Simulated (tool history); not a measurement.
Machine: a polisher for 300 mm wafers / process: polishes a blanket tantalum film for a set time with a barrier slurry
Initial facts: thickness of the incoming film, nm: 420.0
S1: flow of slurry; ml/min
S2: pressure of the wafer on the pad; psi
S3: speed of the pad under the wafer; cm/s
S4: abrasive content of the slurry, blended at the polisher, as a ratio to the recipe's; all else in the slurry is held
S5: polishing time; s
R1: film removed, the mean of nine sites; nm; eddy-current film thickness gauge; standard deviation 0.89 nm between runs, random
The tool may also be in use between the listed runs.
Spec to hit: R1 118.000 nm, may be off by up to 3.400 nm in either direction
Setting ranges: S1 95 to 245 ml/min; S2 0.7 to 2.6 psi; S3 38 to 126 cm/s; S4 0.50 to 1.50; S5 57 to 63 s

run,day,S1,S2,S3,S4,S5,R1
1,0.000,155,1.6,82,1.00,63,76.032
2,0.317,155,1.6,94,1.00,63,87.611
3,0.408,155,1.6,76,1.00,63,70.783
4,0.717,155,1.6,76,1.20,63,73.499
5,0.858,165,1.8,76,1.20,63,82.364
6,0.917,165,1.8,58,1.20,63,64.615
7,1.175,200,2.3,64,1.20,63,91.717
8,1.208,200,2.4,66,1.20,63,99.441
9,1.508,200,2.5,68,1.20,63,106.900

Below are 5 possible settings for the next run. Only one of them brings all results inside the allowed miss of their targets. Which is it?
A,1.808,200,2.6,70,1.40,63,?
B,1.808,190,2.6,66,1.40,59,?
C,1.808,190,2.6,64,1.25,61,?
D,1.808,210,2.6,60,1.05,63,?
E,1.808,240,2.6,72,1.30,57,?

move,R1
A,117.110
B,102.870
C,101.080
D,96.154
E,109.880
A: each result inside its tolerance
B: further off than the last run
C: further off than the last run
D: further off than the last run
E: an improvement on the last run, though not all results are within tolerance
A meets every target.

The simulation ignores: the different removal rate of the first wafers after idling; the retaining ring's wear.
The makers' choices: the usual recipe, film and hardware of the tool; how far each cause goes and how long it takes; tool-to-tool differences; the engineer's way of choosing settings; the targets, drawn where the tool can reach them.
